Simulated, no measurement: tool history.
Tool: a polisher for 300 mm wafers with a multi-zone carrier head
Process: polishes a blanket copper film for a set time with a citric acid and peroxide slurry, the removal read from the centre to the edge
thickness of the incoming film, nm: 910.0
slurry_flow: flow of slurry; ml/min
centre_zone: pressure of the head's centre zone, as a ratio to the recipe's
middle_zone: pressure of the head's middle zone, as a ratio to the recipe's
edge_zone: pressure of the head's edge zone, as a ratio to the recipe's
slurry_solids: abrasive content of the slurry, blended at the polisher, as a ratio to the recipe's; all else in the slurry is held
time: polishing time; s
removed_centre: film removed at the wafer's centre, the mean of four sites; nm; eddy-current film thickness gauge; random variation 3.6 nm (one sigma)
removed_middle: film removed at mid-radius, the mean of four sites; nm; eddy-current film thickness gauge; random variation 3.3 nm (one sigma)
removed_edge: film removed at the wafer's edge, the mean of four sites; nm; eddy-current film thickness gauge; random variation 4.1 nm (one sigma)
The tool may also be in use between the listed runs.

| run | hour | slurry_flow | centre_zone | middle_zone | edge_zone | slurry_solids | time | removed_centre | removed_middle | removed_edge |
|---|---|---|---|---|---|---|---|---|---|---|
| 1 | 0 | 280 | 1 | 1 | 1 | 1 | 73 | 214.03 | 217.06 | 213.84 |
| 2 | 7.5 | 280 | 1 | 1.01 | 1.02 | 1.1 | 74 | 225.16 | 227.51 | 223.11 |
| 3 | 12.6 | 280 | 1 | 1.01 | 1.02 | 0.9 | 74 | 212.33 | 212.36 | 212.66 |
| 4 | 16.5 | 280 | 1 | 1.01 | 1.02 | 0.9 | 62 | 179.96 | 178.02 | 179.02 |
| 5 | 23 | 280 | 1 | 1.01 | 1.02 | 1 | 62 | 180.82 | 185.09 | 184.29 |
| 6 | 31 | 280 | 1 | 1.02 | 1.03 | 1.1 | 65 | 199.61 | 202.12 | 195.79 |
| 7 | 32.5 | 280 | 0.99 | 1.02 | 1.04 | 1.15 | 68 | 204.76 | 211.86 | 216.79 |
| 8 | 35.6 | 285 | 1 | 1.04 | 1.05 | 1.2 | 69 | 209.07 | 225.91 | 218.83 |
| 9 | 39.5 | 280 | 1.04 | 1 | 1.08 | 1.45 | 87 | 291.66 | 289.53 | 297.06 |
| 10 | 46.1 | 280 | 1.03 | 1.01 | 1.07 | 1.45 | 87 | 294.25 | 287.09 | 288.63 |

Forecast run 11:
| 11 | 46.6 | 280 | 1.02 | 1.02 | 1.07 | 1.45 | 87 | ? | ? | ? |

removed_centre: 283.72 nm
removed_middle: 284.84 nm
removed_edge: 297.58 nm
